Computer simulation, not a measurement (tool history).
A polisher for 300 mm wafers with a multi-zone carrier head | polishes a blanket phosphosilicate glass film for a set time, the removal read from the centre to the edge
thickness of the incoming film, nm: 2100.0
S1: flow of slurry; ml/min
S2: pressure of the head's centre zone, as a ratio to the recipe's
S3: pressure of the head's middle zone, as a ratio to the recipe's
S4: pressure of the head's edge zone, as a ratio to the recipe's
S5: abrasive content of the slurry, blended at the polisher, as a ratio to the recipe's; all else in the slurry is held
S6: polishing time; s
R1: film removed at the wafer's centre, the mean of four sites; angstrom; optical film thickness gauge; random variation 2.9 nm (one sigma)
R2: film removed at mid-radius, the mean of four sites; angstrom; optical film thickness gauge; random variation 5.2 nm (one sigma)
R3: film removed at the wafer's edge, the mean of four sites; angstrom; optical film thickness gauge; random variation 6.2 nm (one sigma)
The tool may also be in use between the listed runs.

run    day   S1    S2    S3    S4    S5  S6      R1      R2      R3
  1      0  125     1     1     1     1  42  4330.9  4417.1  4519.9
  2  0.192  130     1  1.01  1.01     1  42  4402.7  4433.7  4444.2
  3  0.554  130     1  1.01  1.01     1  35  3679.4  3758.4  3849.1
  4  0.638  130     1  1.01  1.01     1  25  2644.3  2671.5  2677.9
  5  0.858  130  0.94  1.01  1.01     1  25    2453  2604.7  2715.2
  6  1.008  130  0.94  1.01  0.98     1  25  2474.8  2657.1  2661.1
  7  1.175  165  1.02  1.11  1.08  1.25  37    4607  4861.4  4662.3

Forecast run 8:
  8  1.458  185   1  1.14  1.14  1.25  37   ?   ?   ?

Run 8 gave R1 4544 angstrom, R2 4932.6 angstrom, R3 4671.5 angstrom.

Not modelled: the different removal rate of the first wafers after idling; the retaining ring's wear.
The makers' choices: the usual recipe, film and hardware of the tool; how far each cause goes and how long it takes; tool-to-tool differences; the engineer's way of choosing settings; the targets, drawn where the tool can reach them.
